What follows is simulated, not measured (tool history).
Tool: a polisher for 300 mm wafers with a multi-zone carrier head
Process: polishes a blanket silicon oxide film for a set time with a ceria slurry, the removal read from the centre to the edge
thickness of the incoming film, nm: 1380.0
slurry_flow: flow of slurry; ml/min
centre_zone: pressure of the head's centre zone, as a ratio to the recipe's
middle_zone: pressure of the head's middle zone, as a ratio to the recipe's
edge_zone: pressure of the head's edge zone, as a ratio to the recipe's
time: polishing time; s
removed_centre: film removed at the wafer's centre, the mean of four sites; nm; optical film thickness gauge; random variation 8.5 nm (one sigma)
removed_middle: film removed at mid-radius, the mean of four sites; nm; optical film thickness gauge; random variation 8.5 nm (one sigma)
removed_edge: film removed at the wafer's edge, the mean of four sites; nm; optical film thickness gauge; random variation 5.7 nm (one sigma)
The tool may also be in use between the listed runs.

{"run": 1, "hour": 0.0, "slurry_flow": 195, "centre_zone": 1.0, "middle_zone": 1.0, "edge_zone": 1.0, "time": 77, "removed_centre": 445.21, "removed_middle": 465.61, "removed_edge": 459.2}
{"run": 2, "hour": 2.2, "slurry_flow": 200, "centre_zone": 1.01, "middle_zone": 1.02, "edge_zone": 1.02, "time": 80, "removed_centre": 476.75, "removed_middle": 505.61, "removed_edge": 487.6}
{"run": 3, "hour": 6.6, "slurry_flow": 200, "centre_zone": 1.01, "middle_zone": 0.94, "edge_zone": 1.02, "time": 80, "removed_centre": 481.0, "removed_middle": 462.57, "removed_edge": 472.47}
{"run": 4, "hour": 7.2, "slurry_flow": 205, "centre_zone": 1.01, "middle_zone": 0.96, "edge_zone": 1.04, "time": 82, "removed_centre": 493.4, "removed_middle": 495.7, "removed_edge": 492.31}
{"run": 5, "hour": 11.1, "slurry_flow": 250, "centre_zone": 1.01, "middle_zone": 0.96, "edge_zone": 1.04, "time": 82, "removed_centre": 509.4, "removed_middle": 495.3, "removed_edge": 503.68}
{"run": 6, "hour": 16.3, "slurry_flow": 250, "centre_zone": 1.01, "middle_zone": 0.98, "edge_zone": 1.06, "time": 84, "removed_centre": 504.67, "removed_middle": 517.6, "removed_edge": 526.32}
{"run": 7, "hour": 19.3, "slurry_flow": 250, "centre_zone": 1.03, "middle_zone": 1.0, "edge_zone": 1.07, "time": 85, "removed_centre": 527.57, "removed_middle": 519.46, "removed_edge": 535.88}

The next listed run, before its measurement:
{"run": 8, "hour": 23.8, "slurry_flow": 250, "centre_zone": 1.03, "middle_zone": 1.02, "edge_zone": 1.06, "time": 87, "removed_centre": "?", "removed_middle": "?", "removed_edge": "?"}

Run 8 gave removed_centre 539.46 nm, removed_middle 548.60 nm, removed_edge 546.18 nm.
